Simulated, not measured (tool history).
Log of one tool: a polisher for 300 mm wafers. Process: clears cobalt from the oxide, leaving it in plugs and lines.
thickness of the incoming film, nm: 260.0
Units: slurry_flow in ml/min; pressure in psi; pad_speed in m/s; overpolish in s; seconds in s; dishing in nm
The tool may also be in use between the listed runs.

run	hour	slurry_flow	pressure	pad_speed	overpolish	seconds	dishing
1	0	210	1.5	1.1	8	79.632	22.177
2	1	210	1.8	1.1	8	69.375	25.49
3	10.1	205	1.5	1.04	6	87.233	18.028
4	15.1	180	1.5	1.04	6	88.48	16.788
5	15.7	165	1.3	1.04	5	97.606	13.251
6	22.9	155	1.1	1.04	4	115.9	9.5465
7	28.4	145	1	1.1	3	117.71	7.4833
8	30.7	140	0.9	1.16	3	122.73	7.0238
9	35.8	135	0.8	1.22	3	133.62	6.6265

The next listed run, before its measurement:
10	44.7	130	0.8	1.28	3	?	?

Run 10 gave seconds 126.25 s, dishing 6.8534 nm.
